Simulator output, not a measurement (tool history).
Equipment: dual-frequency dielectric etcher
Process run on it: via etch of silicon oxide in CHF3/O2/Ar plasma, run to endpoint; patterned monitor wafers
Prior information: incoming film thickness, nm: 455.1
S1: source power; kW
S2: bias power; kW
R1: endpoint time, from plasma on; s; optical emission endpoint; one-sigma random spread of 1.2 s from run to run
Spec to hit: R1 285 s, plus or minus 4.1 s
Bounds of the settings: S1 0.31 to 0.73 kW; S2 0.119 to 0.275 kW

run,hour,S1,S2,R1
1,0,0.52,0.197,236.56
2,3.8,0.56,0.197,231.8
3,11,0.5,0.185,247.71
4,12.6,0.47,0.185,249.55
5,18.1,0.52,0.185,243.55
6,20.1,0.45,0.185,256.07
7,22.8,0.41,0.183,262.33
8,30.5,0.38,0.18,272.12

Below are 4 possible settings for the next run. Only one of them brings all results inside the allowed miss of their targets. Which is it?
A,38.2,0.42,0.169,?
B,38.2,0.39,0.147,?
C,38.2,0.44,0.149,?
D,38.2,0.31,0.214,?

move,R1
A,270.1
B,294.91
C,283.09
D,262.11
A: moves away from the targets compared with the last run
B: pushes the last run's worst result past its target
C: all results in spec
D: moves away from the targets compared with the last run
Correct choice: C, which meets every target

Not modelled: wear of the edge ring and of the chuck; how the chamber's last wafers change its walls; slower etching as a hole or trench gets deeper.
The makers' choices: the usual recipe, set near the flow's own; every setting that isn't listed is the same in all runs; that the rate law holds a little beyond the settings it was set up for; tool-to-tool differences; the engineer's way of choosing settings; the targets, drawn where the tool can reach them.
